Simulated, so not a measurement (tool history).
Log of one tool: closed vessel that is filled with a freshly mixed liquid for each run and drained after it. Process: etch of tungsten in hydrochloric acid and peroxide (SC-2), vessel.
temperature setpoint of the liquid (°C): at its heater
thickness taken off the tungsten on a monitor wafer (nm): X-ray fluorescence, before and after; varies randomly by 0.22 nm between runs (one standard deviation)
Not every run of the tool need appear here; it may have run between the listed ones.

run  hour  temperature setpoint of the liquid (°C)  parts of water to one part each of 37 % hydrochloric acid and 30 % peroxide (parts by volume)  time in the liquid (s)  thickness taken off the tungsten on a monitor wafer (nm)
  1   0.0                                     58.0                                                                                            6.0                      30                                                    20.044
  2   6.1                                     59.0                                                                                            6.0                      30                                                    21.117
  3  12.4                                     59.0                                                                                            4.5                      30                                                    25.597
  4  19.4                                     55.5                                                                                            4.5                      30                                                    20.653
  5  22.0                                     56.5                                                                                            4.5                      30                                                    22.433
  6  30.0                                     56.5                                                                                            6.0                      30                                                    18.075

Estimate the outcome of run 7 from the log above:
  7  34.4                                     58.0                                                                                            6.0                      30                                                         ?

thickness taken off the tungsten on a monitor wafer (nm): 19.850
